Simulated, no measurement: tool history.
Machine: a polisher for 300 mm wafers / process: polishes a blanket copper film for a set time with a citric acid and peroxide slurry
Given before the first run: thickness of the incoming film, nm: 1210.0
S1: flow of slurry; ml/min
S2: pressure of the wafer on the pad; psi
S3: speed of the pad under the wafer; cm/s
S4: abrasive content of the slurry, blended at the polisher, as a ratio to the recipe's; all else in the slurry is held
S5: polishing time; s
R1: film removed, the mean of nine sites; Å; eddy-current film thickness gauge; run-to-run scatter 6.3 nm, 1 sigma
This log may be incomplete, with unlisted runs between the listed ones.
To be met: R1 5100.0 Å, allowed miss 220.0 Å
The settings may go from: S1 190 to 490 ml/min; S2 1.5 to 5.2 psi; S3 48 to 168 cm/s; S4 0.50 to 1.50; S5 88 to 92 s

{"run": 1, "day": 0.0, "S1": 315, "S2": 3.3, "S3": 108, "S4": 1.0, "S5": 88, "R1": 2641.3}
{"run": 2, "day": 0.212, "S1": 360, "S2": 3.3, "S3": 108, "S4": 1.0, "S5": 88, "R1": 2597.7}
{"run": 3, "day": 0.408, "S1": 360, "S2": 3.6, "S3": 110, "S4": 1.0, "S5": 88, "R1": 2893.0}
{"run": 4, "day": 0.542, "S1": 285, "S2": 3.6, "S3": 110, "S4": 1.0, "S5": 88, "R1": 2909.0}
{"run": 5, "day": 0.8, "S1": 285, "S2": 3.3, "S3": 110, "S4": 1.0, "S5": 88, "R1": 2667.0}
{"run": 6, "day": 0.975, "S1": 285, "S2": 3.6, "S3": 112, "S4": 1.0, "S5": 88, "R1": 2943.0}
{"run": 7, "day": 1.146, "S1": 285, "S2": 3.9, "S3": 114, "S4": 1.0, "S5": 88, "R1": 3256.1}
{"run": 8, "day": 1.267, "S1": 285, "S2": 4.1, "S3": 116, "S4": 1.0, "S5": 88, "R1": 3391.9}
{"run": 9, "day": 1.338, "S1": 285, "S2": 4.3, "S3": 120, "S4": 1.0, "S5": 88, "R1": 3779.0}
{"run": 10, "day": 1.517, "S1": 285, "S2": 4.4, "S3": 122, "S4": 1.0, "S5": 88, "R1": 3976.4}
{"run": 11, "day": 1.567, "S1": 285, "S2": 4.5, "S3": 122, "S4": 1.0, "S5": 88, "R1": 3987.7}
{"run": 12, "day": 1.717, "S1": 285, "S2": 4.6, "S3": 124, "S4": 1.0, "S5": 88, "R1": 4150.0}
{"run": 13, "day": 2.071, "S1": 285, "S2": 4.7, "S3": 126, "S4": 1.0, "S5": 88, "R1": 4329.8}

Exercise: of the 5 proposed moves below, exactly one satisfies all targets within the stated allowed misses. Which move is it?
{"run": "A", "day": 2.425, "S1": 290, "S2": 4.6, "S3": 144, "S4": 1.0, "S5": 92, "R1": "?"}
{"run": "B", "day": 2.425, "S1": 270, "S2": 4.8, "S3": 126, "S4": 1.0, "S5": 90, "R1": "?"}
{"run": "C", "day": 2.425, "S1": 320, "S2": 4.8, "S3": 124, "S4": 1.0, "S5": 92, "R1": "?"}
{"run": "D", "day": 2.425, "S1": 275, "S2": 4.9, "S3": 132, "S4": 0.9, "S5": 88, "R1": "?"}
{"run": "E", "day": 2.425, "S1": 290, "S2": 4.1, "S3": 140, "S4": 1.25, "S5": 92, "R1": "?"}

move=A R1=5003.7
move=B R1=4451.7
move=C R1=4539.7
move=D R1=4563.2
move=E R1=4543.9
A: all results land within tolerance of their targets
B: closes in on the targets versus the last run, not all within tolerance yet
C: closes in on the targets versus the last run, not all within tolerance yet
D: closes in on the targets versus the last run, not all within tolerance yet
E: closes in on the targets versus the last run, not all within tolerance yet
Answer: A
